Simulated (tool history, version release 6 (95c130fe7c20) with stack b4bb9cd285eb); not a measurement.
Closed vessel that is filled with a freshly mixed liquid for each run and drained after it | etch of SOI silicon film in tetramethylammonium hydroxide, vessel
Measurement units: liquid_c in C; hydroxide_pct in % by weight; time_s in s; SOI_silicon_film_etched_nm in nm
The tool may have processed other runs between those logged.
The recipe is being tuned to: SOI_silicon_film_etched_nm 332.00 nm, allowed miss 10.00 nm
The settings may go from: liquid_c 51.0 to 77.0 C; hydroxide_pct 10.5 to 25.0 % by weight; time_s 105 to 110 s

run 1 day=0.000 | liquid_c=64.0 hydroxide_pct=20.0 time_s=105 | SOI_silicon_film_etched_nm=446.55
run 2 day=0.062 | liquid_c=64.0 hydroxide_pct=16.5 time_s=105 | SOI_silicon_film_etched_nm=479.48
run 3 day=0.142 | liquid_c=62.0 hydroxide_pct=16.5 time_s=105 | SOI_silicon_film_etched_nm=437.14
run 4 day=0.475 | liquid_c=60.0 hydroxide_pct=16.5 time_s=105 | SOI_silicon_film_etched_nm=378.37
run 5 day=0.512 | liquid_c=60.0 hydroxide_pct=14.0 time_s=105 | SOI_silicon_film_etched_nm=406.33
run 6 day=0.767 | liquid_c=59.0 hydroxide_pct=14.0 time_s=105 | SOI_silicon_film_etched_nm=383.86
run 7 day=1.133 | liquid_c=58.0 hydroxide_pct=14.0 time_s=105 | SOI_silicon_film_etched_nm=354.15
run 8 day=1.171 | liquid_c=57.5 hydroxide_pct=14.0 time_s=105 | SOI_silicon_film_etched_nm=342.21

4 candidate next runs follow, results not yet known. Just one meets every target within its allowed miss. Identify it.
run A day=1.208 | liquid_c=57.5 hydroxide_pct=19.0 time_s=105 | SOI_silicon_film_etched_nm=?
run B day=1.208 | liquid_c=59.5 hydroxide_pct=18.5 time_s=105 | SOI_silicon_film_etched_nm=?
run C day=1.208 | liquid_c=54.0 hydroxide_pct=10.5 time_s=105 | SOI_silicon_film_etched_nm=?
run D day=1.208 | liquid_c=57.0 hydroxide_pct=16.5 time_s=110 | SOI_silicon_film_etched_nm=?

move=A SOI_silicon_film_etched_nm=306.80
move=B SOI_silicon_film_etched_nm=352.21
move=C SOI_silicon_film_etched_nm=312.78
move=D SOI_silicon_film_etched_nm=329.22
A: takes the result that was furthest off past its target
B: its largest miss is bigger than the last run's
C: takes the result that was furthest off past its target
D: in spec on every target
The move that meets every target is D.

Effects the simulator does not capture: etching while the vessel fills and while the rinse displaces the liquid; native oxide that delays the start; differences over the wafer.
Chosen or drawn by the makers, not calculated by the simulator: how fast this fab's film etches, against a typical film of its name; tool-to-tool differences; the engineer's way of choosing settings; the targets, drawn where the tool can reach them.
